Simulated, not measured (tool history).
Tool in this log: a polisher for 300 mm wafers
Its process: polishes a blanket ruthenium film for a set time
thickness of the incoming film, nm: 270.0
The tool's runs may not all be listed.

| run | hour | flow of slurry (ml/min) | pressure of the wafer on the pad (psi) | speed of the pad under the wafer (cm/s) | polishing time (s) | film removed (Å) |
|---|---|---|---|---|---|---|
| 1 | 0.0 | 185 | 2.5 | 122 | 31 | 647.49 |
| 2 | 5.6 | 185 | 2.9 | 122 | 31 | 711.92 |
| 3 | 13.1 | 185 | 2.4 | 122 | 31 | 632.74 |
| 4 | 20.9 | 185 | 2.2 | 116 | 31 | 567.01 |
| 5 | 23.0 | 185 | 2.0 | 112 | 31 | 510.14 |
| 6 | 30.3 | 185 | 1.8 | 112 | 31 | 489.59 |

Expected results for the next run?
| 7 | 35.2 | 185 | 1.7 | 110 | 31 | ? |

{"run 7": {"film removed (Å)": 478.74}}

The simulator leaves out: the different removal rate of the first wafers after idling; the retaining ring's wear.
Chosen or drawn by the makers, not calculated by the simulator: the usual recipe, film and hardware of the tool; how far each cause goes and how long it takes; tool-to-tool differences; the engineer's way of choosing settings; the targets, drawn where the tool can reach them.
